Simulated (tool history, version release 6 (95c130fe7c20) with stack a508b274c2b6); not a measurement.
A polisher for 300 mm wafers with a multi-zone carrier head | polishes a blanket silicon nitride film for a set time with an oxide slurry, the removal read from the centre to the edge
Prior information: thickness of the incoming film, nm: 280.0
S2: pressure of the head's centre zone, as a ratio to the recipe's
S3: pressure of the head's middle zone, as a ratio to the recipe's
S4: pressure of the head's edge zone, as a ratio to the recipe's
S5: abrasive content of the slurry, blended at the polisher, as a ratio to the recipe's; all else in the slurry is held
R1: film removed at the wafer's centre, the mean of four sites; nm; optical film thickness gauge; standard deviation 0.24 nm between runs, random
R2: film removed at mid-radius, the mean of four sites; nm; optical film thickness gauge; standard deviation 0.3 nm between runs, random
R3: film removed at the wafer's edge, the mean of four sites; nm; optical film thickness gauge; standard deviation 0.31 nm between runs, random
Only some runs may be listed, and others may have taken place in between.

run 1 day=0.000 | flow_of_slurry_(ml/min)=225 S2=1.00 S3=1.00 S4=1.00 S5=1.00 polishing_time_(s)=40 | R1=30.948 R2=30.794 R3=31.418
run 2 day=0.146 | flow_of_slurry_(ml/min)=225 S2=1.00 S3=1.00 S4=1.00 S5=0.80 polishing_time_(s)=40 | R1=26.758 R2=25.868 R3=26.281
run 3 day=0.258 | flow_of_slurry_(ml/min)=220 S2=0.97 S3=0.98 S4=0.98 S5=0.75 polishing_time_(s)=40 | R1=24.163 R2=23.380 R3=24.542
run 4 day=0.358 | flow_of_slurry_(ml/min)=215 S2=0.96 S3=0.98 S4=0.95 S5=0.75 polishing_time_(s)=40 | R1=23.523 R2=23.693 R3=24.033
run 5 day=0.592 | flow_of_slurry_(ml/min)=215 S2=0.96 S3=1.06 S4=0.95 S5=0.75 polishing_time_(s)=40 | R1=24.034 R2=25.251 R3=24.262
run 6 day=0.658 | flow_of_slurry_(ml/min)=210 S2=0.96 S3=1.02 S4=0.93 S5=0.75 polishing_time_(s)=40 | R1=23.594 R2=25.499 R3=24.084

Run 7 is up next; what results do you expect?
run 7 day=0.917 | flow_of_slurry_(ml/min)=215 S2=0.96 S3=0.99 S4=0.93 S5=0.70 polishing_time_(s)=40 | R1=? R2=? R3=?

R1: 22.476 nm
R2: 22.181 nm
R3: 22.523 nm

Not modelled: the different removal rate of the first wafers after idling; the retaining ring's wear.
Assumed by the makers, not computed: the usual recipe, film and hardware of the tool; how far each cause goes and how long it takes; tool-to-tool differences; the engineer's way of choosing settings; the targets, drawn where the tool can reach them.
